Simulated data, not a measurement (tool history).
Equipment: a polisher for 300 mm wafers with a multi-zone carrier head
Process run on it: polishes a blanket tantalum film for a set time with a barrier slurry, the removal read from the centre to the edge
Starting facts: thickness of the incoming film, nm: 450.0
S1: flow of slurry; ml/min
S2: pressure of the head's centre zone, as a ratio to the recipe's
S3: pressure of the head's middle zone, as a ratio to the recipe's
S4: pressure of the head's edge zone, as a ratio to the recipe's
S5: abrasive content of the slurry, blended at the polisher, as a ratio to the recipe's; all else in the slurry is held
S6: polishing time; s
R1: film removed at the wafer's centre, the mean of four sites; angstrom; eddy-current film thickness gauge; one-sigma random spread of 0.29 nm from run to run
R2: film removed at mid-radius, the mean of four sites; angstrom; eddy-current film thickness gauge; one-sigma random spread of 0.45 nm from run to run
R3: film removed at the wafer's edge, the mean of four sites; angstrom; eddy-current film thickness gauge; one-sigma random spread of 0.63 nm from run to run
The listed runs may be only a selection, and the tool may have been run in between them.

run	hour	S1	S2	S3	S4	S5	S6	R1	R2	R3
1	0.0	320	1.00	1.00	1.00	1.00	71	677.92	678.94	654.85
2	7.3	320	0.98	0.96	0.95	0.85	67	602.47	585.06	617.25
3	13.2	320	0.98	0.96	0.88	0.85	67	602.00	590.51	582.00
4	14.6	325	0.99	0.96	0.86	0.75	63	541.95	532.34	521.36
5	22.3	325	0.99	0.96	0.86	0.75	50	432.78	421.29	411.11
6	22.9	330	1.00	0.97	0.89	0.75	50	431.92	419.03	420.05
7	30.6	330	1.01	0.98	0.90	0.80	50	448.91	432.80	420.95
8	33.4	330	1.01	0.98	0.91	0.80	50	454.80	439.39	436.39
9	40.6	330	1.01	0.98	0.91	0.80	50	451.31	431.59	431.14
10	46.2	335	1.01	0.99	0.92	0.80	50	452.74	439.35	429.32
11	49.2	340	1.01	0.99	0.93	0.80	50	446.90	439.62	429.43

Forecast run 12:
12	53.6	355	1.05	0.98	0.97	0.85	50	?	?	?

{"run 12": {"R1": 479.28, "R2": 445.15, "R3": 457.12}}

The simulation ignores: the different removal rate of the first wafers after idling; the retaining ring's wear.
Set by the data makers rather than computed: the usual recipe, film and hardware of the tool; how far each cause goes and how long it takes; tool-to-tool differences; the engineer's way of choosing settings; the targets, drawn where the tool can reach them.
